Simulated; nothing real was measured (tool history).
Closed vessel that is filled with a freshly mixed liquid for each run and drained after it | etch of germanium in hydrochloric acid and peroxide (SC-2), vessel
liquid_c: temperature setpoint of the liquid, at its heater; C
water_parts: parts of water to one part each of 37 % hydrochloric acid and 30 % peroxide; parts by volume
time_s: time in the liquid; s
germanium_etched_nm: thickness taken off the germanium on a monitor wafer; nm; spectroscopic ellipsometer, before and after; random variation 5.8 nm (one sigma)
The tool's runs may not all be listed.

run 1 day=0 | liquid_c=53 water_parts=6 time_s=100 | germanium_etched_nm=470.35
run 2 day=0.083 | liquid_c=56 water_parts=6 time_s=100 | germanium_etched_nm=514.47
run 3 day=0.162 | liquid_c=56 water_parts=5 time_s=100 | germanium_etched_nm=513.88
run 4 day=0.258 | liquid_c=56 water_parts=5 time_s=105 | germanium_etched_nm=546.57
run 5 day=0.629 | liquid_c=56 water_parts=4 time_s=105 | germanium_etched_nm=547.93
run 6 day=0.742 | liquid_c=57.5 water_parts=4 time_s=105 | germanium_etched_nm=570.21
run 7 day=0.838 | liquid_c=59 water_parts=4 time_s=105 | germanium_etched_nm=607.26

Expected results for the next run?
run 8 day=0.938 | liquid_c=59 water_parts=4 time_s=105 | germanium_etched_nm=?

{"run 8": {"germanium_etched_nm": 594.12}}
